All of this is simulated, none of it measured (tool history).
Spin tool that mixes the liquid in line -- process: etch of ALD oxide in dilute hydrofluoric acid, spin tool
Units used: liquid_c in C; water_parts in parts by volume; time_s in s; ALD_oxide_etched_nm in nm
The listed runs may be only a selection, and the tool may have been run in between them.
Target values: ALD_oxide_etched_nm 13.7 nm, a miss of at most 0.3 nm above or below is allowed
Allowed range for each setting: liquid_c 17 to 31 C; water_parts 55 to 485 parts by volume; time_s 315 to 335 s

{"run": 1, "hour": 0.0, "liquid_c": 23, "water_parts": 270, "time_s": 315, "ALD_oxide_etched_nm": 28.13}
{"run": 2, "hour": 4.6, "liquid_c": 21.5, "water_parts": 295, "time_s": 315, "ALD_oxide_etched_nm": 23.964}
{"run": 3, "hour": 9.6, "liquid_c": 20.5, "water_parts": 320, "time_s": 315, "ALD_oxide_etched_nm": 20.965}
{"run": 4, "hour": 17.6, "liquid_c": 20.5, "water_parts": 280, "time_s": 315, "ALD_oxide_etched_nm": 24.552}
{"run": 5, "hour": 21.8, "liquid_c": 20.5, "water_parts": 350, "time_s": 315, "ALD_oxide_etched_nm": 18.511}
{"run": 6, "hour": 22.6, "liquid_c": 20.5, "water_parts": 420, "time_s": 315, "ALD_oxide_etched_nm": 14.63}
{"run": 7, "hour": 27.0, "liquid_c": 20, "water_parts": 420, "time_s": 315, "ALD_oxide_etched_nm": 14.36}
{"run": 8, "hour": 33.4, "liquid_c": 19.5, "water_parts": 420, "time_s": 315, "ALD_oxide_etched_nm": 14.018}

Exactly one of the 5 candidate moves below puts every result within its allowed miss. Which one?
{"run": "A", "hour": 39.8, "liquid_c": 19, "water_parts": 440, "time_s": 320, "ALD_oxide_etched_nm": "?"}
{"run": "B", "hour": 39.8, "liquid_c": 17, "water_parts": 380, "time_s": 315, "ALD_oxide_etched_nm": "?"}
{"run": "C", "hour": 39.8, "liquid_c": 22, "water_parts": 460, "time_s": 315, "ALD_oxide_etched_nm": "?"}
{"run": "D", "hour": 39.8, "liquid_c": 20, "water_parts": 420, "time_s": 315, "ALD_oxide_etched_nm": "?"}
{"run": "E", "hour": 39.8, "liquid_c": 20.5, "water_parts": 485, "time_s": 335, "ALD_oxide_etched_nm": "?"}

move=A ALD_oxide_etched_nm=13.204
move=B ALD_oxide_etched_nm=14.666
move=C ALD_oxide_etched_nm=13.559
move=D ALD_oxide_etched_nm=14.324
move=E ALD_oxide_etched_nm=12.753
A: the result that was furthest off in the last run now lies on the other side of its target
B: misses by more than the last run did
C: in spec on every target
D: misses by more than the last run did
E: the result that was furthest off in the last run now lies on the other side of its target
The right move is C.

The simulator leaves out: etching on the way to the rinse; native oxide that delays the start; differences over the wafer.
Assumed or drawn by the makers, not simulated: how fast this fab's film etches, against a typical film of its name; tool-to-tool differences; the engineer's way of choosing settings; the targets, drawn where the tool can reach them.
